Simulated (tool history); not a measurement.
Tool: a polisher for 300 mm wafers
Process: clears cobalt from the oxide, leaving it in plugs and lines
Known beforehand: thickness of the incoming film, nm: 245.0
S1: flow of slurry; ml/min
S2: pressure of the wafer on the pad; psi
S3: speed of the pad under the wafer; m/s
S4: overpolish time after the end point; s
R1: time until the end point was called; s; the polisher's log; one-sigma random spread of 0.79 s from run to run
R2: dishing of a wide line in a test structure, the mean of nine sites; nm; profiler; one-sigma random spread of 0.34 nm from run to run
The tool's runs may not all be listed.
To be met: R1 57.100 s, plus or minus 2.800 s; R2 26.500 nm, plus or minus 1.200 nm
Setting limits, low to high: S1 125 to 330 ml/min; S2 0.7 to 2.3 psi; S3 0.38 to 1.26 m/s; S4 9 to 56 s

run  hour   S1   S2    S3  S4      R1      R2
  1   0.0  210  1.5  0.82  29  75.999  43.152
  2   0.9  210  1.5  0.82  21  78.255  37.640
  3   5.7  200  1.6  0.82  18  73.719  36.496
  4   9.6  200  1.4  0.82  18  80.290  33.016
  5  17.5  200  1.2  0.82  18  95.187  29.993
  6  20.4  175  1.2  0.82  18  95.469  29.429
  7  29.1  165  1.2  0.92  16  88.176  29.329
  8  31.5  155  1.2  1.00  14  78.758  28.360
  9  39.7  150  1.2  1.06  13  78.446  27.303

5 candidate next runs follow, results not yet known. Just one meets every target within its allowed miss. Identify it.
  A  47.9  175  1.5  1.26   9   ?   ?
  B  47.9  175  1.4  0.60  20   ?   ?
  C  47.9  155  1.3  1.16  13   ?   ?
  D  47.9  145  1.4  1.26   9   ?   ?
  E  47.9  155  1.4  1.26  10   ?   ?

move       R1      R2
   A   53.051  28.394
   B  116.580  28.803
   C   67.534  30.823
   D   58.757  26.522
   E   57.974  28.716
A: takes the result that was furthest off past its target
B: the biggest miss grows against the last run
C: an improvement on the last run, though not all results are within tolerance
D: in spec on every target
E: gets the furthest-off result to its target, but another result is out of tolerance
Answer: D
